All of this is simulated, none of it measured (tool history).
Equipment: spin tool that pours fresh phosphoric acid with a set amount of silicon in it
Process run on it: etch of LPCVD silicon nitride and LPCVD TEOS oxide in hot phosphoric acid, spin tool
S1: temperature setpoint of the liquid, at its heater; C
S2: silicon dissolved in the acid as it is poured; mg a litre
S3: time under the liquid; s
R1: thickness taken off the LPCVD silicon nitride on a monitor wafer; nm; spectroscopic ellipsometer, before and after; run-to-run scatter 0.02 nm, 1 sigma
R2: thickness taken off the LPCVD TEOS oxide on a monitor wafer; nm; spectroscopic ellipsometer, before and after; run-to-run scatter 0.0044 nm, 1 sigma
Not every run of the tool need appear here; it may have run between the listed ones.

run	hour	S1	S2	S3	R1	R2
1	0.0	162.0	29.0	65	6.0696	0.124110
2	2.8	162.0	39.5	65	6.1044	0.067389
3	7.2	162.0	39.5	50	4.7020	0.051728
4	14.4	161.0	40.0	45	4.0338	0.056233
5	19.2	160.0	40.0	45	3.9024	0.051419
6	25.8	160.0	27.5	45	3.8705	0.068323
7	32.4	159.5	32.5	45	3.8489	0.050782

Run 8 is up next; what results do you expect?
8	33.9	159.0	34.5	45	?	?

Run 8 yielded R1 3.8122 nm, R2 0.071371 nm.
